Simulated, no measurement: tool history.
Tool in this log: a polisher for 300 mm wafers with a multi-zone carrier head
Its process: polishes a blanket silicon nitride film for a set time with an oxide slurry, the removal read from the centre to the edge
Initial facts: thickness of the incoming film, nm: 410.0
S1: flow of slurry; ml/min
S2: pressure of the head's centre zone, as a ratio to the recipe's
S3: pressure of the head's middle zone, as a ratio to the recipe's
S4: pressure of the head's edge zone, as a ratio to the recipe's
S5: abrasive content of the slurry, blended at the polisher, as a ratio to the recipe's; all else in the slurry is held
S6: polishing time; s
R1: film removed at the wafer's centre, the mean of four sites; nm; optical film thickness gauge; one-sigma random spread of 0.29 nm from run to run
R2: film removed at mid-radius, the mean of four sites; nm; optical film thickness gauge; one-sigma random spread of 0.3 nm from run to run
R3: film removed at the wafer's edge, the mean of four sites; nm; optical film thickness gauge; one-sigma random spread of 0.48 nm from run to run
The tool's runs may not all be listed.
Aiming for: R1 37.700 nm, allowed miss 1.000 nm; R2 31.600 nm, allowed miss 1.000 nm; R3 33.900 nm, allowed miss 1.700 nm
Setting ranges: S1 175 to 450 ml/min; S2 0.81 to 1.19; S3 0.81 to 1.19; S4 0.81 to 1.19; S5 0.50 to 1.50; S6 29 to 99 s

run  hour   S1    S2    S3    S4    S5  S6      R1      R2      R3
  1   0.0  290  1.00  1.00  1.00  1.00  64  36.731  36.756  35.422
  2   3.6  290  1.00  1.07  1.00  1.00  64  36.588  38.774  35.174
  3   9.7  290  1.00  1.02  1.00  1.00  64  36.593  37.486  35.402
  4  18.7  245  1.00  1.02  1.00  1.00  64  35.920  36.281  35.152
  5  25.1  300  1.00  1.02  1.00  1.00  64  37.100  37.903  35.963
  6  29.5  300  1.00  1.02  1.00  1.00  53  30.711  31.286  29.140
  7  34.0  310  1.03  1.00  1.04  1.00  53  31.175  30.266  29.974
  8  41.7  335  1.13  1.01  1.14  1.15  53  36.658  32.818  32.803
  9  50.2  335  1.13  1.00  1.15  1.15  53  36.183  32.549  33.123

4 candidate next runs follow, results not yet known. Just one meets every target within its allowed miss. Identify it.
  A  58.7  360  1.15  0.96  1.17  1.10  54   ?   ?   ?
  B  58.7  280  1.09  0.81  1.19  1.25  61   ?   ?   ?
  C  58.7  275  1.09  0.81  1.19  1.15  58   ?   ?   ?
  D  58.7  310  1.19  0.88  1.19  1.25  51   ?   ?   ?

move      R1      R2      R3
   A  38.376  31.656  34.753
   B  41.966  31.818  40.817
   C  38.587  29.263  37.559
   D  38.700  28.773  34.379
A: meets every target
B: moves the result that the last run missed by most past its target, out the other side
C: brings the result that was furthest off to its target, and leaves another outside
D: brings the result that was furthest off to its target, and leaves another outside
Go with A: it meets all targets.
